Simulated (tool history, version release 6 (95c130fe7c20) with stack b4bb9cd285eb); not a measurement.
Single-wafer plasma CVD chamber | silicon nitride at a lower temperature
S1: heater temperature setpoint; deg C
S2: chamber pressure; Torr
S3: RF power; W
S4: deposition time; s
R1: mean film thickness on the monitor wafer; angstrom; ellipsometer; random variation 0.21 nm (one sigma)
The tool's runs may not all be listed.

run	hour	S1	S2	S3	S4	R1
1	0.0	375	1.10	395	23.1	310.64
2	2.2	375	1.17	405	23.1	322.82
3	10.8	375	1.23	410	23.1	334.61
4	17.8	375	1.36	410	23.1	347.16
5	23.1	375	1.39	410	23.1	349.17
6	27.4	375	1.51	410	23.1	355.35

The next listed run, before its measurement:
7	33.8	375	1.51	410	23.1	?

R1: 356.42 angstrom
